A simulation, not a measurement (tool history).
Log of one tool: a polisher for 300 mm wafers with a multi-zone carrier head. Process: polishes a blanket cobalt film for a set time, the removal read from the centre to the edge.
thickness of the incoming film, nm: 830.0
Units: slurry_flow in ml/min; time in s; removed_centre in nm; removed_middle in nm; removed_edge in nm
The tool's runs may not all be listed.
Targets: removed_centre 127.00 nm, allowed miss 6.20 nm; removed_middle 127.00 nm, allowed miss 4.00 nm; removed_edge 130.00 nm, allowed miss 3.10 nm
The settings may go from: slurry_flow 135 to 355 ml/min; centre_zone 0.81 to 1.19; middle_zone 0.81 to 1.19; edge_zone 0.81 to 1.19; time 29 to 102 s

run    day  slurry_flow  centre_zone  middle_zone  edge_zone  time  removed_centre  removed_middle  removed_edge
  1  0.000          225         1.00         1.00       1.00    65          247.35          239.22        236.15
  2  0.212          210         0.96         0.97       0.96    54          194.14          194.05        193.37
  3  0.542          200         0.95         0.94       0.92    47          169.90          160.38        162.97
  4  0.667          200         1.02         0.94       0.92    47          177.27          161.94        163.49
  5  1.029          190         0.96         0.93       0.89    44          159.73          149.23        149.34
  6  1.200          190         0.92         0.93       0.89    44          152.42          150.50        148.35
  7  1.379          180         0.89         0.90       0.87    44          150.70          142.02        146.75
  8  1.679          170         0.86         0.90       0.86    42          137.40          135.51        137.14
  9  1.846          160         0.84         0.89       0.85    42          133.60          132.90        136.58

Which of these 4 next moves meets every target?
  A  2.012          170         0.93         1.03       0.87    40               ?               ?             ?
  B  2.012          145         0.86         0.84       0.92    44               ?               ?             ?
  C  2.012          160         0.84         0.89       0.84    40               ?               ?             ?
  D  2.012          155         0.83         0.97       0.81    43               ?               ?             ?

move  removed_centre  removed_middle  removed_edge
   A          135.07          142.84        134.00
   B          135.45          128.02        147.66
   C          124.41          124.85        131.06
   D          131.75          143.22        137.93
A: further off than the last run
B: further off than the last run
C: meets every target
D: further off than the last run
The right move is C.
